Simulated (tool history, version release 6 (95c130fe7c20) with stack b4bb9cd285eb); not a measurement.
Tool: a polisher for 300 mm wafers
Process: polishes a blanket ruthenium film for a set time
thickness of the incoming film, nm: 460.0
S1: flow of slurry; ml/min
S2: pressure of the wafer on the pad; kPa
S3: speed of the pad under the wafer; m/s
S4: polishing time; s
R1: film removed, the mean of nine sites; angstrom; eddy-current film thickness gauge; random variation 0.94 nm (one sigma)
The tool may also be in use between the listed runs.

{"run": 1, "hour": 0.0, "S1": 160, "S2": 11, "S3": 0.98, "S4": 88, "R1": 724.58}
{"run": 2, "hour": 4.7, "S1": 165, "S2": 11.7, "S3": 0.98, "S4": 88, "R1": 770.2}
{"run": 3, "hour": 6.3, "S1": 165, "S2": 13.1, "S3": 0.98, "S4": 88, "R1": 837.44}
{"run": 4, "hour": 14.3, "S1": 135, "S2": 13.1, "S3": 0.98, "S4": 88, "R1": 806.61}
{"run": 5, "hour": 23.1, "S1": 135, "S2": 13.1, "S3": 0.98, "S4": 88, "R1": 802.07}
{"run": 6, "hour": 24.5, "S1": 150, "S2": 13.8, "S3": 0.98, "S4": 88, "R1": 871.42}
{"run": 7, "hour": 26.4, "S1": 160, "S2": 14.5, "S3": 0.98, "S4": 88, "R1": 898.91}
{"run": 8, "hour": 34.8, "S1": 165, "S2": 15.2, "S3": 0.98, "S4": 88, "R1": 931.82}
{"run": 9, "hour": 37.9, "S1": 165, "S2": 15.9, "S3": 0.98, "S4": 88, "R1": 959.63}

Forecast run 10:
{"run": 10, "hour": 45.7, "S1": 165, "S2": 16.5, "S3": 1, "S4": 88, "R1": "?"}

{"run 10": {"R1": 1015}}
